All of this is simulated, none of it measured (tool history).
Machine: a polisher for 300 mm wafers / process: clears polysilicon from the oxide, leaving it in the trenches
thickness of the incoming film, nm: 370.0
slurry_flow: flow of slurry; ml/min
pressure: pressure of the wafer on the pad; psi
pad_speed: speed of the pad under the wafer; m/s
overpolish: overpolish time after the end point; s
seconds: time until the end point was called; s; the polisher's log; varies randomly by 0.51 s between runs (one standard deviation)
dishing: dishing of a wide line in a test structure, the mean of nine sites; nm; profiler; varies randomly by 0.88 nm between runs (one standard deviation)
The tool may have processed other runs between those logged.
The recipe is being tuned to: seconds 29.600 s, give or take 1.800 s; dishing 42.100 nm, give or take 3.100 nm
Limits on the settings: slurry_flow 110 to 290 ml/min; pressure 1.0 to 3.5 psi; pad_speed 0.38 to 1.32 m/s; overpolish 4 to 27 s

{"run": 1, "day": 0.0, "slurry_flow": 185, "pressure": 2.2, "pad_speed": 0.84, "overpolish": 14, "seconds": 38.32, "dishing": 39.906}
{"run": 2, "day": 0.342, "slurry_flow": 185, "pressure": 1.9, "pad_speed": 0.84, "overpolish": 14, "seconds": 42.717, "dishing": 37.528}
{"run": 3, "day": 0.383, "slurry_flow": 185, "pressure": 1.3, "pad_speed": 0.84, "overpolish": 14, "seconds": 56.688, "dishing": 35.588}
{"run": 4, "day": 0.408, "slurry_flow": 185, "pressure": 1.3, "pad_speed": 0.84, "overpolish": 16, "seconds": 58.231, "dishing": 37.279}
{"run": 5, "day": 0.742, "slurry_flow": 140, "pressure": 1.3, "pad_speed": 0.84, "overpolish": 16, "seconds": 60.733, "dishing": 37.991}
{"run": 6, "day": 0.838, "slurry_flow": 110, "pressure": 1.3, "pad_speed": 0.84, "overpolish": 16, "seconds": 64.623, "dishing": 36.804}
{"run": 7, "day": 0.954, "slurry_flow": 125, "pressure": 1.7, "pad_speed": 0.86, "overpolish": 16, "seconds": 49.059, "dishing": 40.784}
{"run": 8, "day": 1.188, "slurry_flow": 130, "pressure": 2.0, "pad_speed": 0.88, "overpolish": 15, "seconds": 43.097, "dishing": 40.295}
{"run": 9, "day": 1.358, "slurry_flow": 140, "pressure": 2.2, "pad_speed": 0.88, "overpolish": 15, "seconds": 37.763, "dishing": 41.187}

Consider the 4 candidate settings below. Which is the only one whose results all fall within their allowed miss of target?
{"run": "A", "day": 1.529, "slurry_flow": 120, "pressure": 2.2, "pad_speed": 1.16, "overpolish": 15, "seconds": "?", "dishing": "?"}
{"run": "B", "day": 1.529, "slurry_flow": 160, "pressure": 2.5, "pad_speed": 0.84, "overpolish": 10, "seconds": "?", "dishing": "?"}
{"run": "C", "day": 1.529, "slurry_flow": 110, "pressure": 2.9, "pad_speed": 0.82, "overpolish": 22, "seconds": "?", "dishing": "?"}
{"run": "D", "day": 1.529, "slurry_flow": 110, "pressure": 2.7, "pad_speed": 0.86, "overpolish": 18, "seconds": "?", "dishing": "?"}

move=A seconds=29.678 dishing=41.023
move=B seconds=34.109 dishing=37.839
move=C seconds=33.376 dishing=41.518
move=D seconds=33.973 dishing=41.148
A: each result inside its tolerance
B: closer than the last run, but not yet in spec
C: closer than the last run, but not yet in spec
D: closer than the last run, but not yet in spec
Answer: A

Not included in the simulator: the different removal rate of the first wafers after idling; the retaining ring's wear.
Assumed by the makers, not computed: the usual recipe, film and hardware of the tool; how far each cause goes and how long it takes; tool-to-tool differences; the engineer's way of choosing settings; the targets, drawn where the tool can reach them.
